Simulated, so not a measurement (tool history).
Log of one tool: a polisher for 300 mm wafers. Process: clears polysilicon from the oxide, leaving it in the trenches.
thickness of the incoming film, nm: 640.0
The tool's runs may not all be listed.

run  hour  flow of slurry (ml/min)  pressure of the wafer on the pad (psi)  speed of the pad under the wafer (cm/s)  overpolish time after the end point (s)  time until the end point was called (s)  dishing of a wide line in a test structure (Å)
  1     0                      245                                     2.5                                      114                                       11                                   52.791                                          549.66
  2   5.2                      245                                     2.5                                      128                                       11                                   45.574                                          562.58
  3    10                      235                                     2.4                                      132                                        8                                   48.424                                          522.57
  4  17.8                      250                                     2.4                                      134                                        6                                   46.399                                          457.95
  5  22.3                      260                                     2.4                                      134                                        6                                   44.953                                          452.05
  6    24                      260                                     2.4                                      134                                        3                                   45.044                                          302.05
     27.4  -- worn pad replaced by a new one
  7  27.4                      240                                     2.4                                      138                                        4                                   41.762                                           384.8
  8  30.4                      240                                     2.3                                      138                                        4                                   44.269                                          379.92
  9  33.6                      240                                     2.2                                      138                                        9                                   45.655                                          541.75

The next listed run, before its measurement:
 10  35.5                      255                                     2.2                                      136                                        8                                        ?                                               ?

time until the end point was called (s): 47.668
dishing of a wide line in a test structure (Å): 525.56

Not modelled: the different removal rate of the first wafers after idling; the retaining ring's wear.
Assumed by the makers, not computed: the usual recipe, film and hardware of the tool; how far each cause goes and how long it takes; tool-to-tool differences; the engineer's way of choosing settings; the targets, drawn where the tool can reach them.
